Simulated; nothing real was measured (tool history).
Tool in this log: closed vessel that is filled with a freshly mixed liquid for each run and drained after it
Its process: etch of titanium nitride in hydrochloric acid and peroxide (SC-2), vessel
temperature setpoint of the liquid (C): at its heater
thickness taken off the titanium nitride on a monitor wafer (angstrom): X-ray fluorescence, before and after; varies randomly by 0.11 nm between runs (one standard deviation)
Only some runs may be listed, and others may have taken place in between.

run	hour	temperature setpoint of the liquid (C)	parts of water to one part each of 37 % hydrochloric acid and 30 % peroxide (parts by volume)	time in the liquid (s)	thickness taken off the titanium nitride on a monitor wafer (angstrom)
1	0	53	7.5	225	79.131
2	5.7	54.5	7.5	225	87.831
3	11.5	54.5	10	225	69.62
4	15	61.5	10	225	106.88
5	20.5	61.5	10	225	107.15
6	25.7	61.5	12	225	92.527
7	34.4	62.5	12	225	97.622
8	37.2	63.5	12	225	105.17
9	43.8	64	12	225	109.14

What will run 10 give?
10	50.8	64.5	12	225	?

Run 10 produced thickness taken off the titanium nitride on a monitor wafer (angstrom) 112.07.
